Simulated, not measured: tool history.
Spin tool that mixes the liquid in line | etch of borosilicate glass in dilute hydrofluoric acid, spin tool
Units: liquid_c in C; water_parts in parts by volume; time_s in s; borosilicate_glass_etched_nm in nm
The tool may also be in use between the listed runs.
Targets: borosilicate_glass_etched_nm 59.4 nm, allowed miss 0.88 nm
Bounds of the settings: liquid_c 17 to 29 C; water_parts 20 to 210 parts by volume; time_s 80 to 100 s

{"run": 1, "hour": 0.0, "liquid_c": 21, "water_parts": 115, "time_s": 100, "borosilicate_glass_etched_nm": 31.972}
{"run": 2, "hour": 4.3, "liquid_c": 23.5, "water_parts": 105, "time_s": 100, "borosilicate_glass_etched_nm": 39.206}
{"run": 3, "hour": 12.8, "liquid_c": 20, "water_parts": 105, "time_s": 100, "borosilicate_glass_etched_nm": 34.143}
{"run": 4, "hour": 18.0, "liquid_c": 22.5, "water_parts": 105, "time_s": 100, "borosilicate_glass_etched_nm": 37.732}
{"run": 5, "hour": 23.2, "liquid_c": 22.5, "water_parts": 65, "time_s": 100, "borosilicate_glass_etched_nm": 64.133}
{"run": 6, "hour": 25.0, "liquid_c": 22.5, "water_parts": 100, "time_s": 100, "borosilicate_glass_etched_nm": 39.738}
{"run": 7, "hour": 32.7, "liquid_c": 22.5, "water_parts": 100, "time_s": 100, "borosilicate_glass_etched_nm": 39.838}
{"run": 8, "hour": 34.9, "liquid_c": 24.5, "water_parts": 95, "time_s": 100, "borosilicate_glass_etched_nm": 45.673}
{"run": 9, "hour": 42.9, "liquid_c": 28.5, "water_parts": 85, "time_s": 100, "borosilicate_glass_etched_nm": 60.723}

4 next moves are on the table. One of them brings every result within its allowed miss. Which?
{"run": "A", "hour": 50.9, "liquid_c": 27.5, "water_parts": 80, "time_s": 100, "borosilicate_glass_etched_nm": "?"}
{"run": "B", "hour": 50.9, "liquid_c": 29, "water_parts": 85, "time_s": 100, "borosilicate_glass_etched_nm": "?"}
{"run": "C", "hour": 50.9, "liquid_c": 28, "water_parts": 85, "time_s": 100, "borosilicate_glass_etched_nm": "?"}
{"run": "D", "hour": 50.9, "liquid_c": 27.5, "water_parts": 70, "time_s": 85, "borosilicate_glass_etched_nm": "?"}

move=A borosilicate_glass_etched_nm=62.064
move=B borosilicate_glass_etched_nm=61.471
move=C borosilicate_glass_etched_nm=59.149
move=D borosilicate_glass_etched_nm=61.134
A: further off than the last run
B: further off than the last run
C: meets every target
D: further off than the last run
The right move is C.
